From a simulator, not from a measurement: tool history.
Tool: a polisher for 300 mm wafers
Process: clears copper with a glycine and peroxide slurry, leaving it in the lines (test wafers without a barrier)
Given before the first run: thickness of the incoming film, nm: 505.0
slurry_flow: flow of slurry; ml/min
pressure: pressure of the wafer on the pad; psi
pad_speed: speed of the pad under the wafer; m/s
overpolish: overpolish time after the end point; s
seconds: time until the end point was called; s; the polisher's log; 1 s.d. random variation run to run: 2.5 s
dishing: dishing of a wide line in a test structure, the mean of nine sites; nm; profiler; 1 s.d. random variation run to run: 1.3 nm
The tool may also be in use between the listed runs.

run  hour  slurry_flow  pressure  pad_speed  overpolish  seconds  dishing
  1   0.0          165       2.1       1.00          29   120.87   72.452
  2   4.7          165       2.0       0.98          33   130.00   74.580
  3  12.0          165       1.5       0.98          33   157.19   64.281
  4  20.8          165       1.6       0.98          36   148.08   67.650
  5  23.7          165       1.6       0.98          31   149.48   62.650
  6  31.4          165       1.6       1.14          31   141.29   65.372

Run 7 comes next. What will it give?
  7  32.2          160       1.6       1.12          36        ?        ?

{"run 7": {"seconds": 141.83, "dishing": 73.505}}
